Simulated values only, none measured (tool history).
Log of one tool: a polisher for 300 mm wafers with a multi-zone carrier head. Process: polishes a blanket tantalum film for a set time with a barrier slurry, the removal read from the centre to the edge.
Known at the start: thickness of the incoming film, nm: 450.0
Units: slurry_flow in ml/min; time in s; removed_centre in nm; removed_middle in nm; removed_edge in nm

Run 1, day 0.000: slurry_flow 235 ml/min, centre_zone 1.00, middle_zone 1.00, edge_zone 1.00, slurry_solids 1.0, time 86 s. Result: removed_centre 103.630 nm, removed_middle 99.967 nm, removed_edge 99.927 nm.
Run 2, day 0.321: slurry_flow 230 ml/min, centre_zone 1.01, middle_zone 1.00, edge_zone 0.96, slurry_solids 0.9, time 86 s. Result: removed_centre 100.830 nm, removed_middle 96.923 nm, removed_edge 95.620 nm.
Run 3, day 0.567: slurry_flow 230 ml/min, centre_zone 1.01, middle_zone 1.00, edge_zone 0.96, slurry_solids 1.1, time 86 s. Result: removed_centre 105.580 nm, removed_middle 101.530 nm, removed_edge 99.529 nm.
Run 4, day 0.879: slurry_flow 230 ml/min, centre_zone 1.02, middle_zone 1.00, edge_zone 0.93, slurry_solids 1.0, time 85 s. Result: removed_centre 106.480 nm, removed_middle 96.660 nm, removed_edge 95.031 nm.
Run 5, day 0.992: slurry_flow 230 ml/min, centre_zone 1.02, middle_zone 1.00, edge_zone 0.93, slurry_solids 1.0, time 75 s. Result: removed_centre 94.300 nm, removed_middle 86.171 nm, removed_edge 83.272 nm.
Run 6, day 1.367: slurry_flow 230 ml/min, centre_zone 1.02, middle_zone 1.06, edge_zone 0.93, slurry_solids 1.0, time 75 s. Result: removed_centre 93.439 nm, removed_middle 90.742 nm, removed_edge 84.286 nm.
Run 7, day 1.612: slurry_flow 220 ml/min, centre_zone 1.02, middle_zone 1.06, edge_zone 0.91, slurry_solids 1.0, time 75 s. Result: removed_centre 88.274 nm, removed_middle 91.561 nm, removed_edge 82.855 nm.

The next listed run, before its measurement:
Run 8, day 1.946: slurry_flow 220 ml/min, centre_zone 1.03, middle_zone 1.05, edge_zone 0.90, slurry_solids 1.0, time 75 s. Result: removed_centre ?, removed_middle ?, removed_edge ?.

{"run 8": {"removed_centre": 93.356, "removed_middle": 89.401, "removed_edge": 83.151}}

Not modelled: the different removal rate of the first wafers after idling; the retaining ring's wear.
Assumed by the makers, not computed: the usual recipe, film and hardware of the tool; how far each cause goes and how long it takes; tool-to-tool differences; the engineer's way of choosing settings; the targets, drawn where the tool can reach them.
